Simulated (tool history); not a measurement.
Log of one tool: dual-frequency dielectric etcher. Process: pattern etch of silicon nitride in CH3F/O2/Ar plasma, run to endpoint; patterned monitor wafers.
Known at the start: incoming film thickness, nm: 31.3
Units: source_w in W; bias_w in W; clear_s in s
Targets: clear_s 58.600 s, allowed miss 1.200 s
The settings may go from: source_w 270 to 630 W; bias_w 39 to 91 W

run	hour	source_w	bias_w	clear_s
1	0.0	450	65	44.785
2	6.3	390	58	50.338
3	13.1	360	57	53.648
4	17.9	360	66	50.117
5	25.7	330	64	53.716
6	31.1	390	64	48.603
7	33.7	360	63	51.357
8	34.6	270	59	63.886
9	42.7	280	59	63.021
10	44.9	290	59	60.323

Which of these 4 next moves meets every target?
A	47.1	290	58	?
B	47.1	370	45	?
C	47.1	360	51	?
D	47.1	300	53	?

move	clear_s
A	61.708
B	58.927
C	56.673
D	62.799
A: further off than the last run
B: meets every target
C: takes the result that was furthest off past its target
D: further off than the last run
Move B is the one to make.
